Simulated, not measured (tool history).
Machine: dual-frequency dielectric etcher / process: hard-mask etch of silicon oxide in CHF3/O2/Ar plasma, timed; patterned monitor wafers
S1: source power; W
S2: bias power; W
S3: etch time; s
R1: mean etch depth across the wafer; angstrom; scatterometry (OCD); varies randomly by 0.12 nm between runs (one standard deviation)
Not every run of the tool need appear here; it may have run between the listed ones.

run  hour   S1   S2   S3      R1
  1     0  820  232  9.5  217.53
  2   4.8  920  232  9.5  224.06
  3   9.3  920  271  9.5   234.5
  4  16.4  920  304  9.5  243.32
  5  19.2  850  292  9.5  233.56
  6  24.9  850  325  9.5  240.59
     30.2  -- bias power generator calibrated
  7  30.2  790  315  9.5  231.42

Run 8 is up next; what results do you expect?
  8  31.6  740  309  9.5   ?

Run 8 gave R1 224.3 angstrom.
